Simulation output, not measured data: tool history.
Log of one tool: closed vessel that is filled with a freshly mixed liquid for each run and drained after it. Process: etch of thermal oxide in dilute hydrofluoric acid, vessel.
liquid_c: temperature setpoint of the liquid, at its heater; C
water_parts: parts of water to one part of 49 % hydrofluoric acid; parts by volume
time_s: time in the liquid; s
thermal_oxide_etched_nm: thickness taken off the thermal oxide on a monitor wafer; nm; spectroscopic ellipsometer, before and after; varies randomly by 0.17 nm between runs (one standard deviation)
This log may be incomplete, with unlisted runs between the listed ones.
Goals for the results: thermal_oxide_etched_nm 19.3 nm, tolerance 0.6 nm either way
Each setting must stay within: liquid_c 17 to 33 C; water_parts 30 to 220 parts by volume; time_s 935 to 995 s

run	hour	liquid_c	water_parts	time_s	thermal_oxide_etched_nm
1	0	25	125	935	34.994
2	3.6	27	125	935	39.143
3	5.7	27	125	995	40.42
4	9	27	145	995	34.547
5	12	27	170	995	28.397
6	19.5	27	190	995	25.236
7	28.5	25	190	995	22.919
8	34.9	24	190	995	22.44
9	38	20	195	995	18.568

5 candidate next runs follow, results not yet known. Just one meets every target within its allowed miss. Identify it.
A	41.1	24	215	995	?
B	41.1	21.5	200	950	?
C	41.1	22	200	935	?
D	41.1	21.5	205	960	?
E	41.1	20.5	175	965	?

move	thermal_oxide_etched_nm
A	19.065
B	18.105
C	18.16
D	17.759
E	20.746
A: every result within its allowed miss
B: its largest miss is bigger than the last run's
C: its largest miss is bigger than the last run's
D: its largest miss is bigger than the last run's
E: moves the result that the last run missed by most past its target, out the other side
The right move is A.

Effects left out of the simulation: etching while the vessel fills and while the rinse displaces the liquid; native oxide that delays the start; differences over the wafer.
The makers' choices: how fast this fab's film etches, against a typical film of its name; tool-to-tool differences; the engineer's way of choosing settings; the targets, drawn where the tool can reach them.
